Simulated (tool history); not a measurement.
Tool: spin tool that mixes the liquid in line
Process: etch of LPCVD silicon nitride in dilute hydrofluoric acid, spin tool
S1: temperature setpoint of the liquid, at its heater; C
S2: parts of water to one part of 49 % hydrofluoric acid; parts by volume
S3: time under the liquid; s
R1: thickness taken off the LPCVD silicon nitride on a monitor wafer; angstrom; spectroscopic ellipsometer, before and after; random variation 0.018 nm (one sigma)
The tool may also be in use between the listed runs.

{"run": 1, "hour": 0.0, "S1": 26, "S2": 70, "S3": 45, "R1": 3.8379}
{"run": 2, "hour": 6.9, "S1": 26, "S2": 70, "S3": 45, "R1": 3.782}
{"run": 3, "hour": 12.2, "S1": 28, "S2": 70, "S3": 45, "R1": 4.5535}
{"run": 4, "hour": 18.0, "S1": 26.5, "S2": 70, "S3": 45, "R1": 4.0827}
{"run": 5, "hour": 23.6, "S1": 26.5, "S2": 70, "S3": 45, "R1": 4.1474}
{"run": 6, "hour": 31.0, "S1": 28, "S2": 65, "S3": 45, "R1": 4.9345}
{"run": 7, "hour": 39.9, "S1": 29, "S2": 65, "S3": 45, "R1": 5.1581}
{"run": 8, "hour": 46.5, "S1": 30, "S2": 60, "S3": 45, "R1": 5.7338}
{"run": 9, "hour": 49.0, "S1": 30.5, "S2": 55, "S3": 45, "R1": 6.8674}
{"run": 10, "hour": 50.1, "S1": 31, "S2": 55, "S3": 45, "R1": 6.706}

Forecast run 11:
{"run": 11, "hour": 57.6, "S1": 31.5, "S2": 55, "S3": 45, "R1": "?"}

{"run 11": {"R1": 7.0026}}

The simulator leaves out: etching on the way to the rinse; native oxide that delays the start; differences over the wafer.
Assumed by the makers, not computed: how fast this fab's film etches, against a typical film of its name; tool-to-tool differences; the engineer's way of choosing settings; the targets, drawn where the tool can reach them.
